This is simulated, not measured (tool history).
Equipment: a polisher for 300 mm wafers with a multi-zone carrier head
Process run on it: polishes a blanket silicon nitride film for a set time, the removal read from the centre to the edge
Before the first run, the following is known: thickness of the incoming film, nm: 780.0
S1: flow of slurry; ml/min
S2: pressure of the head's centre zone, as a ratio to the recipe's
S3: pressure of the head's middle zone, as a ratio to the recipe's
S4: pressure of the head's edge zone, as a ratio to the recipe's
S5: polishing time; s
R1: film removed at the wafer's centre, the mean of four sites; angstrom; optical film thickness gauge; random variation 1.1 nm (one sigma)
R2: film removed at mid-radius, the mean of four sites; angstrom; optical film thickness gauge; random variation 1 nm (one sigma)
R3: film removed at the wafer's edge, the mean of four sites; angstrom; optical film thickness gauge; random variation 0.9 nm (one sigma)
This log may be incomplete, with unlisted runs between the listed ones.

{"run": 1, "hour": 0.0, "S1": 225, "S2": 1.0, "S3": 1.0, "S4": 1.0, "S5": 65, "R1": 1004.2, "R2": 1027.6, "R3": 1034.2}
{"run": 2, "hour": 3.8, "S1": 225, "S2": 1.0, "S3": 1.01, "S4": 0.98, "S5": 62, "R1": 971.03, "R2": 995.58, "R3": 960.65}
{"run": 3, "hour": 11.7, "S1": 225, "S2": 0.99, "S3": 1.01, "S4": 0.96, "S5": 60, "R1": 936.19, "R2": 984.13, "R3": 919.0}
{"run": 4, "hour": 13.2, "S1": 225, "S2": 0.99, "S3": 1.01, "S4": 0.99, "S5": 60, "R1": 946.87, "R2": 975.47, "R3": 943.97}
{"run": 5, "hour": 18.1, "S1": 225, "S2": 0.99, "S3": 1.01, "S4": 0.99, "S5": 72, "R1": 1127.5, "R2": 1174.6, "R3": 1127.2}
{"run": 6, "hour": 27.0, "S1": 255, "S2": 0.99, "S3": 1.01, "S4": 0.99, "S5": 72, "R1": 1164.3, "R2": 1211.2, "R3": 1150.1}

Run 7 is up next; what results do you expect?
{"run": 7, "hour": 29.9, "S1": 250, "S2": 0.98, "S3": 1.01, "S4": 0.97, "S5": 68, "R1": "?", "R2": "?", "R3": "?"}

Run 7 yielded R1 1070.80 angstrom, R2 1110.40 angstrom, R3 1073.30 angstrom.

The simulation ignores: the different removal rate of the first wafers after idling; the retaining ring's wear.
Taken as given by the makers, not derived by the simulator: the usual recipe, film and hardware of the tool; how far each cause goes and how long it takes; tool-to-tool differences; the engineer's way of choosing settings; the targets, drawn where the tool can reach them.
